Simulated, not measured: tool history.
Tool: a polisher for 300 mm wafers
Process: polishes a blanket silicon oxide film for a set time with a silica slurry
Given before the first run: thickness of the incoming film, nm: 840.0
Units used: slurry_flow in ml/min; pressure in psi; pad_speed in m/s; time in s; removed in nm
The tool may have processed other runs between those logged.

run,hour,slurry_flow,pressure,pad_speed,slurry_solids,time,removed
1,0.0,165,4.9,1.54,1.0,27,119.460
2,5.3,165,4.3,1.36,1.0,27,93.887
3,7.6,165,3.9,1.24,1.0,27,80.900
4,13.7,165,3.5,1.14,1.0,27,67.031
5,19.5,165,4.2,1.14,1.0,27,79.687
6,21.5,165,4.2,1.14,1.0,25,73.457
7,29.9,165,3.8,1.10,1.0,25,65.055

For run 8, what comes out?
8,33.5,155,2.4,0.96,1.0,25,?

Run 8 came out at removed 37.470 nm.

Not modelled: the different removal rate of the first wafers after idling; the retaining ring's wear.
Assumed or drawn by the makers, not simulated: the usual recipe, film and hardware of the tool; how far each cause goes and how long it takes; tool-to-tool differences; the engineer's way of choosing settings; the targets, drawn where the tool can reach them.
